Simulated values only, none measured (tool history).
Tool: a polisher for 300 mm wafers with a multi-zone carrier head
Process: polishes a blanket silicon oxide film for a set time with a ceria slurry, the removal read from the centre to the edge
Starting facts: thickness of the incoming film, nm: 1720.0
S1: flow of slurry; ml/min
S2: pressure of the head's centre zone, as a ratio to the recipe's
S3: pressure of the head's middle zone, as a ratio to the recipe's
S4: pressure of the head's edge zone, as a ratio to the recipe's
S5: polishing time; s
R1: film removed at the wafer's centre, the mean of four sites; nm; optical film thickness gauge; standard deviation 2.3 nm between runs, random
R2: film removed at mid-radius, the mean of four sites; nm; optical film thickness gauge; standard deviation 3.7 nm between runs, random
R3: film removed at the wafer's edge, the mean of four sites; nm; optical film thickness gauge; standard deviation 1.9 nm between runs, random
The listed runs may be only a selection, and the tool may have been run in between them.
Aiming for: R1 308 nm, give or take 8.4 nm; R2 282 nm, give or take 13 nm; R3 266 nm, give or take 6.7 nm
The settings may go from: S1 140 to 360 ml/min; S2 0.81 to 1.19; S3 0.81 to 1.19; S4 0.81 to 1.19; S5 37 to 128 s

run,hour,S1,S2,S3,S4,S5,R1,R2,R3
1,0,230,1,1,1,82,217.91,223.46,218.4
2,2.1,230,1,1.07,1,82,221,232.83,218.58
3,7.2,230,1.06,1.07,1,82,232.96,231.55,220.01
4,12.1,230,1.06,1.07,0.94,82,232.03,232.92,211.59
5,17.2,230,1.06,1.12,0.94,82,231.6,241.04,215.99
6,21.6,230,1.06,1.12,0.87,82,234.13,240.83,207.67
7,25.5,230,1.06,1.12,0.87,82,233.63,239.14,206.3
8,32.5,295,1.16,1.15,0.97,93,300.37,287.48,248.36
9,37.7,295,1.16,1.14,0.98,93,299.46,290.43,254.25
10,40.9,295,1.16,1.13,0.99,93,301.03,275.5,255.09
11,47.9,295,1.16,1.13,1,93,298.44,284.41,255.78
12,53.3,295,1.16,1.13,1.01,93,297.68,279.01,260.17
13,57.3,305,1.18,1.13,1.02,93,306.42,290.49,259.75
14,62.3,305,1.18,1.12,1.02,93,310.25,282.73,256.12

5 next moves are on the table. One of them brings every result within its allowed miss. Which?
A,67.3,275,1.19,1.12,1.05,94,?,?,?
B,67.3,310,1.12,1.05,1.08,97,?,?,?
C,67.3,360,1.19,1.19,0.88,90,?,?,?
D,67.3,320,1.15,1.08,1.16,94,?,?,?
E,67.3,360,1.19,1.19,0.94,92,?,?,?

move,R1,R2,R3
A,308.32,280.23,263.91
B,303.44,279.86,279.1
C,304.03,287.85,236.98
D,303.07,277.42,281.09
E,310.79,294.22,249.72
A: every result lands within tolerance
B: takes the result that was furthest off past its target
C: moves away from the targets compared with the last run
D: takes the result that was furthest off past its target
E: moves away from the targets compared with the last run
The right move is A.

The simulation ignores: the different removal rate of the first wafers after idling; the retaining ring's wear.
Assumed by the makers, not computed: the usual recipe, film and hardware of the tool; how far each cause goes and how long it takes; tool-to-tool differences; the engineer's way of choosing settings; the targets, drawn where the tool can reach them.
